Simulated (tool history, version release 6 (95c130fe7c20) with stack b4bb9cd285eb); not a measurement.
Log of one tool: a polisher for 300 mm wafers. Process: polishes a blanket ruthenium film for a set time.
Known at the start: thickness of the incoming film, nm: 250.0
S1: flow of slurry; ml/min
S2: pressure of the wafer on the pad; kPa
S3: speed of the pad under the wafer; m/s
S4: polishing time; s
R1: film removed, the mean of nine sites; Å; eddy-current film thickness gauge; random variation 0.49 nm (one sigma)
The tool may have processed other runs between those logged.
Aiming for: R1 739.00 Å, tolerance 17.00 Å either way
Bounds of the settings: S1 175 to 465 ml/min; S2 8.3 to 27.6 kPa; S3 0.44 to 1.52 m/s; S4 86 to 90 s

run	hour	S1	S2	S3	S4	R1
1	0.0	295	17.9	0.98	86	1311.50
2	3.7	290	15.2	0.98	86	1123.20
3	8.0	285	13.1	0.98	86	970.55
4	15.4	285	13.1	1.12	86	1093.30
5	22.3	285	13.1	1.12	90	1147.20
# hour 26.9: head pressure recalibrated
6	26.9	280	11.7	1.08	90	959.68
7	28.8	260	11.0	1.08	90	897.62
8	37.6	240	11.0	1.08	90	891.30
9	43.0	225	10.3	1.08	90	821.26
10	46.5	210	10.3	1.08	90	821.08
11	51.3	200	10.3	1.08	90	819.72
12	58.8	195	8.3	1.08	90	665.57
13	60.6	220	8.3	1.08	90	664.94
14	63.7	220	10.3	1.08	90	823.23

Next run, 4 choices. One meets every target within its allowed miss, the rest don't. Which?
A	66.8	285	9.0	1.12	90	?
B	66.8	260	9.7	1.06	86	?
C	66.8	295	9.7	1.00	86	?
D	66.8	200	10.3	0.96	86	?

move	R1
A	763.22
B	734.92
C	702.71
D	692.28
A: closes in on the targets versus the last run, not all within tolerance yet
B: each result inside its tolerance
C: pushes the last run's worst result past its target
D: pushes the last run's worst result past its target
Go with B: it meets all targets.

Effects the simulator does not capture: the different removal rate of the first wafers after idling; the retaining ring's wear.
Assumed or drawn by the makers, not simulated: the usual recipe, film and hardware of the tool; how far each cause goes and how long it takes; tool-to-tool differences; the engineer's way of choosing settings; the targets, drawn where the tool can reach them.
